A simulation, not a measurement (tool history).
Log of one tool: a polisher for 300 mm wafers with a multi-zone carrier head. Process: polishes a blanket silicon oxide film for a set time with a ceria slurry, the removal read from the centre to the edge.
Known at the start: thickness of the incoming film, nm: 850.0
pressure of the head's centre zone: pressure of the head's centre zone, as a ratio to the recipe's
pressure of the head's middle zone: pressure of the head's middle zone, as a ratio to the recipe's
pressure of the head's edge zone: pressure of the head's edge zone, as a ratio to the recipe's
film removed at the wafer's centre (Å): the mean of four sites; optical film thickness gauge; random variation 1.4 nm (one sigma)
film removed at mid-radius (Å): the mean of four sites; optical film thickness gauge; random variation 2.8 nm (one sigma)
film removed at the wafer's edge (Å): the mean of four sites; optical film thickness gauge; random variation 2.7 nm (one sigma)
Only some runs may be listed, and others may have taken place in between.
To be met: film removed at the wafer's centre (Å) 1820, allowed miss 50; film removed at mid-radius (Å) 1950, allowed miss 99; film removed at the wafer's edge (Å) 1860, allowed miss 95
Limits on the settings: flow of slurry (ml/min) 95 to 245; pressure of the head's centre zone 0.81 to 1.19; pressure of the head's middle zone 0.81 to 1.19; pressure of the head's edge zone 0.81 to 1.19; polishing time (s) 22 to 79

run	day	flow of slurry (ml/min)	pressure of the head's centre zone	pressure of the head's middle zone	pressure of the head's edge zone	polishing time (s)	film removed at the wafer's centre (Å)	film removed at mid-radius (Å)	film removed at the wafer's edge (Å)
1	0	155	1	1	1	50	2372.8	2311.3	2467.4
2	0.05	155	1	1	1	55	2595.7	2585.1	2661.5
3	0.367	150	0.98	1.01	0.95	51	2361.5	2320.7	2354
4	0.458	150	0.94	1.01	0.95	51	2261.3	2399.3	2395.2
5	0.779	150	0.94	1.01	0.95	56	2465.3	2666.4	2630.9
6	1.029	185	0.94	1.01	0.95	56	2604.6	2767.4	2666.5
7	1.396	180	0.92	1	0.92	52	2329.4	2416.7	2478.6
8	1.454	170	0.92	1.02	0.89	49	2174.4	2368.2	2265.2
9	1.792	160	0.92	1.02	0.87	47	2067.4	2244.2	2105.2
10	1.996	115	0.87	0.95	0.81	45	1714.2	1857	1852.6
# day 2.229: worn pad replaced by a new one
11	2.229	150	0.91	0.99	0.81	43	2060.3	2239.8	2160.9

Exercise: of the 4 proposed moves below, exactly one satisfies all targets within the stated allowed misses. Which move is it?
A	2.462	135	0.9	1.08	0.85	37	?	?	?
B	2.462	125	0.97	0.99	0.85	40	?	?	?
C	2.462	100	0.96	1.03	0.81	41	?	?	?
D	2.462	115	1.12	0.91	0.9	45	?	?	?

move	film removed at the wafer's centre (Å)	film removed at mid-radius (Å)	film removed at the wafer's edge (Å)
A	1705.2	1989.2	1808.5
B	1943.7	1958.4	1931
C	1825.8	1940.6	1850.7
D	2460.6	2004.6	2193.8
A: takes the biggest miss from the last run beyond its target
B: moves toward the targets from the last run without getting all of them in spec
C: in spec on every target
D: moves away from the targets compared with the last run
The move that meets every target is C.
